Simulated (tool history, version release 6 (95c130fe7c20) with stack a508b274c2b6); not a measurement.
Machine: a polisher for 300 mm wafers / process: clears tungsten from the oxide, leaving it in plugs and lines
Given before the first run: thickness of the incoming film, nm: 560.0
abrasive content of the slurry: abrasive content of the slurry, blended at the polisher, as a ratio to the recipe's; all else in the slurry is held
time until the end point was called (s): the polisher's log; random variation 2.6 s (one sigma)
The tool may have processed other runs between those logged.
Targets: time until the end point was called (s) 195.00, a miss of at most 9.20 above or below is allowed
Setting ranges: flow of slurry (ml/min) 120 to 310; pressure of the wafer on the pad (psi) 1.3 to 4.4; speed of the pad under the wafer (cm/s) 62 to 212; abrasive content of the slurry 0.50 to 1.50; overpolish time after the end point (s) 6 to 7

run,hour,flow of slurry (ml/min),pressure of the wafer on the pad (psi),speed of the pad under the wafer (cm/s),abrasive content of the slurry,overpolish time after the end point (s),time until the end point was called (s)
1,0.0,200,2.8,136,1.00,7,121.50
2,7.5,200,2.8,136,1.15,7,116.61
3,11.6,200,2.3,136,1.15,7,141.30
4,16.5,200,2.1,136,1.15,7,151.09
5,17.4,230,2.1,136,1.15,7,152.54
6,19.9,230,2.1,124,1.15,7,156.21
7,27.7,230,1.9,124,1.15,7,175.25
8,30.4,230,1.6,124,1.15,7,210.98
9,36.0,235,1.6,124,1.15,7,210.62

Next run, 5 choices. One meets every target within its allowed miss, the rest don't. Which?
A,41.6,245,1.5,104,1.35,7,?
B,41.6,225,1.6,96,1.25,7,?
C,41.6,245,2.3,74,1.15,7,?
D,41.6,250,1.6,116,1.15,7,?
E,41.6,255,1.4,128,1.10,7,?

move,time until the end point was called (s)
A,233.99
B,237.52
C,195.76
D,212.90
E,228.45
A: lands further from the targets than the last run did
B: lands further from the targets than the last run did
C: every result lands within tolerance
D: lands further from the targets than the last run did
E: lands further from the targets than the last run did
C meets every target.

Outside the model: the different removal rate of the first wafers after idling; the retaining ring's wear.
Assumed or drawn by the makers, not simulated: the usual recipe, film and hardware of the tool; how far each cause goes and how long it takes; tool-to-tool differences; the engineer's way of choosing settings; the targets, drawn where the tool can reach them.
